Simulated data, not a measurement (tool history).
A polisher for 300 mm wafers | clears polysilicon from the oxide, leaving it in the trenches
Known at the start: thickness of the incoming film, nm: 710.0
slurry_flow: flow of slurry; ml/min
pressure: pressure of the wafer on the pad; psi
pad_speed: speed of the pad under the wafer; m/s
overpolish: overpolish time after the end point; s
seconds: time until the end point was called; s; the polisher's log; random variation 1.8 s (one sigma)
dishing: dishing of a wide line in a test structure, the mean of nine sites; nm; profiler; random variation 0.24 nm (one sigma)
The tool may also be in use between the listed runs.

run  hour  slurry_flow  pressure  pad_speed  overpolish  seconds  dishing
  1     0          245       1.7       0.96          10   107.06   34.143
  2   6.4          250       1.6       0.96           8   113.22    30.58
  3  12.3          280       1.4       0.98           7   124.56   27.056
  4    20          280       1.4       0.98           5   124.43   21.746
  5  26.8          315       1.4       0.98           5   123.17   21.662
  6  35.3          330       1.3          1           5   126.83   20.665

Forecast run 7:
  7  36.2          340       1.2       1.04           5        ?        ?

Run 7 gave seconds 135.51 s, dishing 21.702 nm.
